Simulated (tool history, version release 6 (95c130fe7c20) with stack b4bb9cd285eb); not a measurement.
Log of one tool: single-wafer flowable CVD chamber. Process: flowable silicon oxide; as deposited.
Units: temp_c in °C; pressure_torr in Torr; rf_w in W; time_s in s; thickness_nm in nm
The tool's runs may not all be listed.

run 1 hour=0 | temp_c=95 pressure_torr=0.622 rf_w=2525 time_s=1240 | thickness_nm=691.85
run 2 hour=9.2 | temp_c=100 pressure_torr=0.617 rf_w=2525 time_s=1240 | thickness_nm=573.95
run 3 hour=18.3 | temp_c=104 pressure_torr=0.617 rf_w=2525 time_s=1240 | thickness_nm=493.24
run 4 hour=27.1 | temp_c=107 pressure_torr=0.617 rf_w=2525 time_s=1240 | thickness_nm=443.91
run 5 hour=32.7 | temp_c=107 pressure_torr=0.617 rf_w=2850 time_s=1240 | thickness_nm=450.34
run 6 hour=40 | temp_c=107 pressure_torr=0.617 rf_w=2545 time_s=1240 | thickness_nm=445.95
run 7 hour=49.1 | temp_c=109 pressure_torr=0.617 rf_w=2545 time_s=1240 | thickness_nm=415.05
run 8 hour=51.8 | temp_c=111 pressure_torr=0.617 rf_w=2545 time_s=1240 | thickness_nm=390.14
run 9 hour=53.5 | temp_c=113 pressure_torr=0.617 rf_w=2545 time_s=1240 | thickness_nm=361.77
run 10 hour=62.8 | temp_c=114 pressure_torr=0.617 rf_w=2545 time_s=1240 | thickness_nm=352.27
run 11 hour=68.4 | temp_c=115 pressure_torr=0.617 rf_w=2545 time_s=1240 | thickness_nm=340.41
run 12 hour=72.8 | temp_c=116 pressure_torr=0.617 rf_w=2545 time_s=1240 | thickness_nm=326.75
run 13 hour=80.7 | temp_c=117 pressure_torr=0.617 rf_w=2545 time_s=1240 | thickness_nm=319

Forecast run 14:
run 14 hour=88.7 | temp_c=117 pressure_torr=0.617 rf_w=2545 time_s=1240 | thickness_nm=?

{"run 14": {"thickness_nm": 318.28}}
